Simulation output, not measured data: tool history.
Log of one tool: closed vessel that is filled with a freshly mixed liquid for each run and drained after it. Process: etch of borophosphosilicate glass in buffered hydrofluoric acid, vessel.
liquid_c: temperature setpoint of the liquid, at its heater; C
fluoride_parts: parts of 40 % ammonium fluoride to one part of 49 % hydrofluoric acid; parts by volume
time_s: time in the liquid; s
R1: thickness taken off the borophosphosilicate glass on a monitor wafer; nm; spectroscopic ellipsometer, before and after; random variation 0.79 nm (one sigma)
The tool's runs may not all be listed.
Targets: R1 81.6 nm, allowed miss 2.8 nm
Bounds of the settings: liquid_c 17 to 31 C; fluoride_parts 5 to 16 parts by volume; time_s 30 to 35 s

{"run": 1, "hour": 0.0, "liquid_c": 23, "fluoride_parts": 9.5, "time_s": 35, "R1": 41.36}
{"run": 2, "hour": 6.3, "liquid_c": 23, "fluoride_parts": 9.5, "time_s": 35, "R1": 41.031}
{"run": 3, "hour": 12.4, "liquid_c": 23, "fluoride_parts": 9.5, "time_s": 35, "R1": 40.701}
{"run": 4, "hour": 20.3, "liquid_c": 23, "fluoride_parts": 11.5, "time_s": 35, "R1": 34.543}
{"run": 5, "hour": 22.7, "liquid_c": 25, "fluoride_parts": 10, "time_s": 35, "R1": 44.693}
{"run": 6, "hour": 26.9, "liquid_c": 25, "fluoride_parts": 10, "time_s": 30, "R1": 38.57}
{"run": 7, "hour": 35.7, "liquid_c": 25, "fluoride_parts": 10, "time_s": 30, "R1": 37.933}
{"run": 8, "hour": 43.2, "liquid_c": 26.5, "fluoride_parts": 8.5, "time_s": 30, "R1": 46.873}
{"run": 9, "hour": 48.9, "liquid_c": 30.5, "fluoride_parts": 5.5, "time_s": 30, "R1": 88.86}
{"run": 10, "hour": 52.9, "liquid_c": 30, "fluoride_parts": 5.5, "time_s": 30, "R1": 86.628}

4 next moves are on the table. One of them brings every result within its allowed miss. Which?
{"run": "A", "hour": 56.9, "liquid_c": 30.5, "fluoride_parts": 5.5, "time_s": 30, "R1": "?"}
{"run": "B", "hour": 56.9, "liquid_c": 31, "fluoride_parts": 6.5, "time_s": 35, "R1": "?"}
{"run": "C", "hour": 56.9, "liquid_c": 29.5, "fluoride_parts": 5, "time_s": 30, "R1": "?"}
{"run": "D", "hour": 56.9, "liquid_c": 29, "fluoride_parts": 5.5, "time_s": 30, "R1": "?"}

move=A R1=86.315
move=B R1=89.312
move=C R1=89.05
move=D R1=79.875
A: nearer than the last run, and not there yet
B: further off than the last run
C: further off than the last run
D: meets every target
The right move is D.
